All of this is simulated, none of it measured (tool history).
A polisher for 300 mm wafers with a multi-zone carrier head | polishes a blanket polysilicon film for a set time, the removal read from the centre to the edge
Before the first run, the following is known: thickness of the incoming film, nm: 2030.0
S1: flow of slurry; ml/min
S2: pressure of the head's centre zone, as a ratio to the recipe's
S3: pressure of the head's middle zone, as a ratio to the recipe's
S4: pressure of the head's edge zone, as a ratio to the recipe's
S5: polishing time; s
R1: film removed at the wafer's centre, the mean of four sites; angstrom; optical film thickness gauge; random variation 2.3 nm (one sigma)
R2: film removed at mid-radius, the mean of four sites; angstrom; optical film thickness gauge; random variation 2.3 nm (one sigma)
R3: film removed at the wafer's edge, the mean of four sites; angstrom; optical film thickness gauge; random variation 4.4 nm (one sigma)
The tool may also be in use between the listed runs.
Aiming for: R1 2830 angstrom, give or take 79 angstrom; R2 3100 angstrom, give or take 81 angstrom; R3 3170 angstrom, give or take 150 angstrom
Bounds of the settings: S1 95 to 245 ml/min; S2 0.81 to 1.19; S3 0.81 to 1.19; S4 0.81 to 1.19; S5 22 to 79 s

run,hour,S1,S2,S3,S4,S5,R1,R2,R3
1,0,155,1,1,1,50,4744,4575,4599.6
2,8.3,155,1,0.92,1,50,4674.7,4267.1,4635.9
3,9.7,155,0.92,0.92,1,50,4321,4250.6,4671.8
4,13.2,150,0.91,0.92,0.98,48,4003,4106.7,4478.7
5,21.4,150,0.91,0.92,0.97,46,3922.3,3886.5,4122.8
6,25,150,0.96,0.92,0.97,46,4137.2,3826.2,4049.8
7,26.8,145,0.94,0.92,0.96,45,3913.7,3809.6,4080.9
8,32.7,160,0.88,0.95,0.87,31,2610.9,2743,2688.8
9,39.2,165,0.88,0.96,0.89,31,2622.4,2762.9,2701.7
10,47.6,165,0.88,0.97,0.91,31,2589.1,2789.7,2710.4

Below are 5 possible settings for the next run. Only one of them brings all results inside the allowed miss of their targets. Which is it?
A,56,155,0.86,0.88,0.96,35,?,?,?
B,56,115,0.88,0.98,0.94,37,?,?,?
C,56,170,0.87,1.06,0.96,32,?,?,?
D,56,190,1.08,1.02,0.85,28,?,?,?
E,56,150,0.92,0.95,0.93,36,?,?,?

move,R1,R2,R3
A,2860,2859.2,3220.1
B,2852,3076.2,3199.3
C,2702.2,3110.5,2974.9
D,3002.7,2682.1,2497.2
E,3126.3,3112.4,3244.3
A: gains on the last run, yet a result remains outside its allowed miss
B: all results in spec
C: brings the last run's worst result on target, with another outside its allowed miss
D: lands further from the targets than the last run did
E: brings the last run's worst result on target, with another outside its allowed miss
The right move is B.
